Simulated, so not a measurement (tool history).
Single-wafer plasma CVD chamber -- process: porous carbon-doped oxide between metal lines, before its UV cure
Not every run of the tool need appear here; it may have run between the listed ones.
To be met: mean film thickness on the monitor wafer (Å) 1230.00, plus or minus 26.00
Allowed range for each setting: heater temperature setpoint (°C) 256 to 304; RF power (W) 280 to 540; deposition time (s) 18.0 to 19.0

run,hour,heater temperature setpoint (°C),RF power (W),deposition time (s),mean film thickness on the monitor wafer (Å)
1,0.0,280,410,19.0,912.87
2,7.2,278,420,19.0,945.94
3,10.4,278,420,18.0,899.39
4,18.8,278,380,18.0,817.68
5,21.9,285,380,18.0,775.02
6,22.5,285,325,18.0,656.44
7,26.1,282,340,18.0,705.22
8,34.5,270,405,18.6,950.81
9,37.6,269,410,18.6,968.48
10,43.3,268,415,18.6,989.66
11,47.8,267,420,18.6,1006.10
12,49.3,266,425,18.6,1029.30
13,52.2,265,430,18.6,1049.40
14,61.0,265,430,18.6,1047.50
15,69.1,264,435,18.6,1066.60

Of the 4 settings listed for the next run, only one would bring every result within its allowed miss of target. Which one?
A,77.2,258,470,19.0,?
B,77.2,257,355,18.2,?
C,77.2,267,480,19.0,?
D,77.2,259,450,18.2,?

move,mean film thickness on the monitor wafer (Å)
A,1217.10
B,899.00
C,1153.90
D,1117.70
A: in spec on every target
B: misses by more than the last run did
C: an improvement on the last run, though not all results are within tolerance
D: an improvement on the last run, though not all results are within tolerance
So the answer is move A, the one that meets all the targets.

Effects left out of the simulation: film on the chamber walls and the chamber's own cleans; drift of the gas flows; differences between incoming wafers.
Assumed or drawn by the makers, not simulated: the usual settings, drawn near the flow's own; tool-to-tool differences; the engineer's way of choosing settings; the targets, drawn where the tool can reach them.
